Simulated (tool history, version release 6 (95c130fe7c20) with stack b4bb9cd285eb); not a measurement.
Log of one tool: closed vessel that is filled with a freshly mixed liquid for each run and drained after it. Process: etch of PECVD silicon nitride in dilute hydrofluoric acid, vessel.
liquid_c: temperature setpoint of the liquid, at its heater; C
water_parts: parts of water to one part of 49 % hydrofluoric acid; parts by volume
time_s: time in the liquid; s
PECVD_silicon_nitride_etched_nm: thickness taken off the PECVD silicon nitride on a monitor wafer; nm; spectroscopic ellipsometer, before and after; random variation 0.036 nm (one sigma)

| run | hour | liquid_c | water_parts | time_s | PECVD_silicon_nitride_etched_nm |
|---|---|---|---|---|---|
| 1 | 0 | 21 | 170 | 420 | 7.2716 |
| 2 | 4.3 | 21 | 125 | 420 | 9.9659 |
| 3 | 6.7 | 20.5 | 130 | 420 | 9.2222 |
| 4 | 14.6 | 20 | 135 | 420 | 8.5776 |
| 5 | 20.1 | 22.5 | 135 | 420 | 10.189 |
| 6 | 27.7 | 22 | 140 | 420 | 9.403 |

Forecast run 7:
|  | 32.8 | hydrofluoric acid flow meter replaced |
| 7 | 32.8 | 21.5 | 145 | 420 | ? |

{"run 7": {"PECVD_silicon_nitride_etched_nm": 7.9856}}
